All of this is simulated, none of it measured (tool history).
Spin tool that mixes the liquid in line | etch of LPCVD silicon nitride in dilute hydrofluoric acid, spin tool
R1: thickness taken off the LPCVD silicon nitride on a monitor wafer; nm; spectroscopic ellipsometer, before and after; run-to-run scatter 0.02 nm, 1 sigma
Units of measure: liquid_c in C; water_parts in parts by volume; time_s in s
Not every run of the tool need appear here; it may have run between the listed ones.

Run 1, hour 0: liquid_c 21 C, water_parts 70 parts by volume, time_s 310 s. Result: R1 1.8521 nm.
Run 2, hour 2.5: liquid_c 22.5 C, water_parts 70 parts by volume, time_s 310 s. Result: R1 2.029 nm.
Run 3, hour 9: liquid_c 21.5 C, water_parts 75 parts by volume, time_s 310 s. Result: R1 1.7377 nm.
Run 4, hour 14.6: liquid_c 21.5 C, water_parts 75 parts by volume, time_s 310 s. Result: R1 1.7566 nm.
Run 5, hour 18.6: liquid_c 19 C, water_parts 75 parts by volume, time_s 310 s. Result: R1 1.4917 nm.
Run 6, hour 21.9: liquid_c 19 C, water_parts 75 parts by volume, time_s 335 s. Result: R1 1.55 nm.
Run 7, hour 28.3: liquid_c 18.5 C, water_parts 75 parts by volume, time_s 335 s. Result: R1 1.6245 nm.

Run 8, settings as shown, results not yet in. Your forecast:
Run 8, hour 34: liquid_c 18.5 C, water_parts 80 parts by volume, time_s 335 s. Result: R1 ?.

Logged for run 8: R1 1.5076 nm.

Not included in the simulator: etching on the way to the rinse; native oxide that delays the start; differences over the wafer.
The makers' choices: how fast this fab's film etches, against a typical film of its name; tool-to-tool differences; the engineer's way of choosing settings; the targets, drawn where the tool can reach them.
